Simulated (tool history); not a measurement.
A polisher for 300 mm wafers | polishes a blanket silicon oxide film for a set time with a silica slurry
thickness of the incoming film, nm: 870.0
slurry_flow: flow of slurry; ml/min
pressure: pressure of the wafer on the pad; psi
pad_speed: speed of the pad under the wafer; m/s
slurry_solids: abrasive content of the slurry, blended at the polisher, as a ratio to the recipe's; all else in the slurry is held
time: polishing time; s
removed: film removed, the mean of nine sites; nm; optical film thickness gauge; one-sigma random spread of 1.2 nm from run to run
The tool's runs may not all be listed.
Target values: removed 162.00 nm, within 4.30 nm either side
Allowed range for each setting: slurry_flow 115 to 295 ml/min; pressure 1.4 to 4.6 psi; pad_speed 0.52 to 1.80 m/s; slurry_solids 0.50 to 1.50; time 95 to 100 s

{"run": 1, "day": 0.0, "slurry_flow": 190, "pressure": 3.0, "pad_speed": 1.16, "slurry_solids": 1.0, "time": 95, "removed": 194.82}
{"run": 2, "day": 0.167, "slurry_flow": 190, "pressure": 3.0, "pad_speed": 1.16, "slurry_solids": 1.2, "time": 95, "removed": 214.18}
{"run": 3, "day": 0.388, "slurry_flow": 190, "pressure": 3.0, "pad_speed": 1.16, "slurry_solids": 1.2, "time": 100, "removed": 221.94}
{"run": 4, "day": 0.475, "slurry_flow": 190, "pressure": 2.5, "pad_speed": 1.16, "slurry_solids": 1.2, "time": 100, "removed": 184.35}
{"run": 5, "day": 0.508, "slurry_flow": 185, "pressure": 2.5, "pad_speed": 1.16, "slurry_solids": 1.2, "time": 100, "removed": 184.99}
{"run": 6, "day": 0.592, "slurry_flow": 185, "pressure": 1.8, "pad_speed": 1.16, "slurry_solids": 1.2, "time": 100, "removed": 135.5}
{"run": 7, "day": 0.85, "slurry_flow": 190, "pressure": 1.9, "pad_speed": 1.16, "slurry_solids": 1.2, "time": 100, "removed": 141.23}
{"run": 8, "day": 1.217, "slurry_flow": 190, "pressure": 2.0, "pad_speed": 1.16, "slurry_solids": 1.2, "time": 100, "removed": 149.07}
{"run": 9, "day": 1.404, "slurry_flow": 195, "pressure": 2.0, "pad_speed": 1.16, "slurry_solids": 1.2, "time": 100, "removed": 151.6}
{"run": 10, "day": 1.571, "slurry_flow": 200, "pressure": 2.0, "pad_speed": 1.16, "slurry_solids": 1.2, "time": 100, "removed": 152.06}
{"run": 11, "day": 1.888, "slurry_flow": 205, "pressure": 2.0, "pad_speed": 1.16, "slurry_solids": 1.2, "time": 100, "removed": 153.14}
{"run": 12, "day": 1.946, "slurry_flow": 210, "pressure": 2.0, "pad_speed": 1.16, "slurry_solids": 1.2, "time": 100, "removed": 153.58}
{"run": 13, "day": 2.296, "slurry_flow": 215, "pressure": 2.0, "pad_speed": 1.16, "slurry_solids": 1.2, "time": 100, "removed": 154.97}

Below are 5 possible settings for the next run. Only one of them brings all results inside the allowed miss of their targets. Which is it?
{"run": "A", "day": 2.646, "slurry_flow": 205, "pressure": 2.2, "pad_speed": 1.24, "slurry_solids": 1.3, "time": 95, "removed": "?"}
{"run": "B", "day": 2.646, "slurry_flow": 195, "pressure": 2.1, "pad_speed": 1.24, "slurry_solids": 1.1, "time": 95, "removed": "?"}
{"run": "C", "day": 2.646, "slurry_flow": 295, "pressure": 2.2, "pad_speed": 1.26, "slurry_solids": 1.15, "time": 96, "removed": "?"}
{"run": "D", "day": 2.646, "slurry_flow": 180, "pressure": 2.2, "pad_speed": 1.08, "slurry_solids": 1.4, "time": 97, "removed": "?"}
{"run": "E", "day": 2.646, "slurry_flow": 210, "pressure": 1.7, "pad_speed": 1.32, "slurry_solids": 1.2, "time": 100, "removed": "?"}

move=A removed=170.73
move=B removed=151.58
move=C removed=174.87
move=D removed=163.29
move=E removed=141.32
A: carries the result that was furthest off beyond its target, to the other side
B: lands further from the targets than the last run did
C: carries the result that was furthest off beyond its target, to the other side
D: in spec on every target
E: lands further from the targets than the last run did
Go with D: it meets all targets.
